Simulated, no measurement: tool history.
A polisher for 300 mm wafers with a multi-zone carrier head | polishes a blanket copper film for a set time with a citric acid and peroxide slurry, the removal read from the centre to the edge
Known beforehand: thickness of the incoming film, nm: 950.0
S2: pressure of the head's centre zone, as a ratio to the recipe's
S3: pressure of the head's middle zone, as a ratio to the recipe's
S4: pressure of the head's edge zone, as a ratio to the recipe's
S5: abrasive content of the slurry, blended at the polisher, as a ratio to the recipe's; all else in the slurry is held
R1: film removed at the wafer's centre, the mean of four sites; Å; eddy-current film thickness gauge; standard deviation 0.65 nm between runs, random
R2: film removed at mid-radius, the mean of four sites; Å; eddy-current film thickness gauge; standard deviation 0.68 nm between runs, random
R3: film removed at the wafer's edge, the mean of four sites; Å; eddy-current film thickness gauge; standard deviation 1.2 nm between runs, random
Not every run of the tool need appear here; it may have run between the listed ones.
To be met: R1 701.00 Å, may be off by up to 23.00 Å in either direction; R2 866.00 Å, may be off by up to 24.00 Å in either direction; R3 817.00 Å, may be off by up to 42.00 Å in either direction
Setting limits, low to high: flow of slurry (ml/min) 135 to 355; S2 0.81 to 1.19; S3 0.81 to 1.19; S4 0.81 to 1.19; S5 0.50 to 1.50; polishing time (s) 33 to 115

Run 1, hour 0.0: flow of slurry (ml/min) 225, S2 1.00, S3 1.00, S4 1.00, S5 1.00, polishing time (s) 73. Result: R1 1352.80 Å, R2 1358.60 Å, R3 1357.70 Å.
Run 2, hour 1.2: flow of slurry (ml/min) 225, S2 1.00, S3 1.00, S4 1.00, S5 1.00, polishing time (s) 87. Result: R1 1599.00 Å, R2 1622.20 Å, R3 1586.90 Å.
Run 3, hour 6.6: flow of slurry (ml/min) 225, S2 1.00, S3 1.00, S4 1.00, S5 1.00, polishing time (s) 93. Result: R1 1726.70 Å, R2 1740.30 Å, R3 1754.50 Å.
Run 4, hour 7.5: flow of slurry (ml/min) 210, S2 0.95, S3 1.00, S4 0.98, S5 0.90, polishing time (s) 82. Result: R1 1379.60 Å, R2 1477.40 Å, R3 1463.60 Å.
Run 5, hour 12.6: flow of slurry (ml/min) 210, S2 0.95, S3 1.03, S4 0.98, S5 0.90, polishing time (s) 82. Result: R1 1397.80 Å, R2 1508.30 Å, R3 1458.00 Å.
Run 6, hour 19.7: flow of slurry (ml/min) 210, S2 0.95, S3 0.99, S4 0.98, S5 0.90, polishing time (s) 82. Result: R1 1392.50 Å, R2 1458.60 Å, R3 1451.30 Å.
Run 7, hour 21.0: flow of slurry (ml/min) 200, S2 0.91, S3 1.00, S4 0.97, S5 0.80, polishing time (s) 73. Result: R1 1143.20 Å, R2 1279.70 Å, R3 1293.80 Å.
Run 8, hour 23.1: flow of slurry (ml/min) 200, S2 0.90, S3 1.01, S4 0.94, S5 0.75, polishing time (s) 66. Result: R1 1016.00 Å, R2 1148.20 Å, R3 1100.70 Å.
Run 9, hour 26.8: flow of slurry (ml/min) 190, S2 0.88, S3 1.01, S4 0.92, S5 0.70, polishing time (s) 62. Result: R1 925.00 Å, R2 1061.10 Å, R3 1033.20 Å.
Run 10, hour 28.2: flow of slurry (ml/min) 185, S2 0.86, S3 1.01, S4 0.90, S5 0.65, polishing time (s) 59. Result: R1 836.16 Å, R2 990.63 Å, R3 956.72 Å.
Run 11, hour 30.5: flow of slurry (ml/min) 185, S2 0.85, S3 1.01, S4 0.88, S5 0.60, polishing time (s) 58. Result: R1 804.86 Å, R2 967.18 Å, R3 897.58 Å.
Run 12, hour 35.1: flow of slurry (ml/min) 175, S2 0.84, S3 1.00, S4 0.87, S5 0.55, polishing time (s) 57. Result: R1 753.07 Å, R2 931.81 Å, R3 876.63 Å.
Run 13, hour 43.7: flow of slurry (ml/min) 175, S2 0.84, S3 0.99, S4 0.86, S5 0.55, polishing time (s) 57. Result: R1 756.48 Å, R2 919.69 Å, R3 890.28 Å.
Run 14, hour 44.9: flow of slurry (ml/min) 175, S2 0.84, S3 0.99, S4 0.85, S5 0.55, polishing time (s) 56. Result: R1 759.94 Å, R2 908.32 Å, R3 854.17 Å.
At hour 47.4: worn pad replaced by a new one.
Run 15, hour 47.4: flow of slurry (ml/min) 170, S2 0.83, S3 0.99, S4 0.84, S5 0.55, polishing time (s) 56. Result: R1 807.23 Å, R2 992.64 Å, R3 938.29 Å.
Run 16, hour 52.2: flow of slurry (ml/min) 210, S2 0.84, S3 1.05, S4 0.94, S5 0.50, polishing time (s) 53. Result: R1 796.82 Å, R2 1019.60 Å, R3 942.49 Å.
Run 17, hour 56.7: flow of slurry (ml/min) 195, S2 0.84, S3 1.04, S4 0.92, S5 0.50, polishing time (s) 53. Result: R1 796.97 Å, R2 975.80 Å, R3 913.45 Å.
Run 18, hour 65.1: flow of slurry (ml/min) 175, S2 0.81, S3 1.03, S4 0.91, S5 0.50, polishing time (s) 45. Result: R1 642.29 Å, R2 818.45 Å, R3 778.54 Å.
Run 19, hour 66.3: flow of slurry (ml/min) 185, S2 0.82, S3 1.03, S4 0.91, S5 0.50, polishing time (s) 45. Result: R1 657.57 Å, R2 818.72 Å, R3 753.19 Å.
Run 20, hour 70.8: flow of slurry (ml/min) 195, S2 0.82, S3 1.03, S4 0.93, S5 0.50, polishing time (s) 45. Result: R1 645.57 Å, R2 836.39 Å, R3 807.28 Å.
Run 21, hour 74.3: flow of slurry (ml/min) 200, S2 0.83, S3 1.03, S4 0.93, S5 0.50, polishing time (s) 45. Result: R1 669.50 Å, R2 834.79 Å, R3 798.54 Å.
Run 22, hour 79.5: flow of slurry (ml/min) 205, S2 0.83, S3 1.03, S4 0.93, S5 0.50, polishing time (s) 45. Result: R1 666.25 Å, R2 821.06 Å, R3 798.20 Å.

Next run, 5 choices. One meets every target within its allowed miss, the rest don't. Which?
Run A, hour 84.7: flow of slurry (ml/min) 210, S2 0.85, S3 0.95, S4 0.91, S5 0.50, polishing time (s) 50. Result: R1 ?, R2 ?, R3 ?.
Run B, hour 84.7: flow of slurry (ml/min) 255, S2 0.83, S3 0.97, S4 0.99, S5 0.50, polishing time (s) 50. Result: R1 ?, R2 ?, R3 ?.
Run C, hour 84.7: flow of slurry (ml/min) 215, S2 0.82, S3 1.12, S4 0.91, S5 0.50, polishing time (s) 47. Result: R1 ?, R2 ?, R3 ?.
Run D, hour 84.7: flow of slurry (ml/min) 210, S2 0.86, S3 1.06, S4 0.98, S5 0.50, polishing time (s) 45. Result: R1 ?, R2 ?, R3 ?.
Run E, hour 84.7: flow of slurry (ml/min) 220, S2 0.81, S3 1.00, S4 0.93, S5 0.50, polishing time (s) 42. Result: R1 ?, R2 ?, R3 ?.

move      R1      R2      R3
   A  761.90  873.47  859.11
   B  765.45  909.81  905.07
   C  694.02  929.71  808.05
   D  694.32  851.26  794.85
   E  614.33  766.64  730.92
A: gets the furthest-off result to its target, but another result is out of tolerance
B: carries the result that was furthest off beyond its target, to the other side
C: carries the result that was furthest off beyond its target, to the other side
D: every result lands within tolerance
E: misses by more than the last run did
Correct choice: D, which meets every target
